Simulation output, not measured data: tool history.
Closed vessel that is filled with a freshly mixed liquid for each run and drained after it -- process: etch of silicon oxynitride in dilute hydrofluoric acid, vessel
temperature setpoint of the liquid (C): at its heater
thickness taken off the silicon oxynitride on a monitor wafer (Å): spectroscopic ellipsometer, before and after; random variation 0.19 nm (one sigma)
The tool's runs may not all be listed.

| run | day | temperature setpoint of the liquid (C) | parts of water to one part of 49 % hydrofluoric acid (parts by volume) | time in the liquid (s) | thickness taken off the silicon oxynitride on a monitor wafer (Å) |
|---|---|---|---|---|---|
| 1 | 0.000 | 23.0 | 55 | 265 | 202.02 |
| 2 | 0.288 | 20.5 | 55 | 265 | 174.32 |
| 3 | 0.646 | 20.5 | 55 | 265 | 176.37 |
| 4 | 0.854 | 17.0 | 55 | 265 | 147.05 |
| 5 | 1.212 | 17.0 | 35 | 265 | 235.24 |
| 6 | 1.300 | 17.0 | 50 | 265 | 160.40 |
| 7 | 1.421 | 18.0 | 50 | 265 | 170.81 |
| 8 | 1.792 | 19.0 | 50 | 265 | 178.92 |
| 9 | 1.921 | 20.0 | 50 | 265 | 192.10 |
| 10 | 1.992 | 20.5 | 50 | 265 | 194.41 |

For run 11, what comes out?
| 11 | 2.096 | 21.0 | 50 | 265 | ? |

thickness taken off the silicon oxynitride on a monitor wafer (Å): 199.10
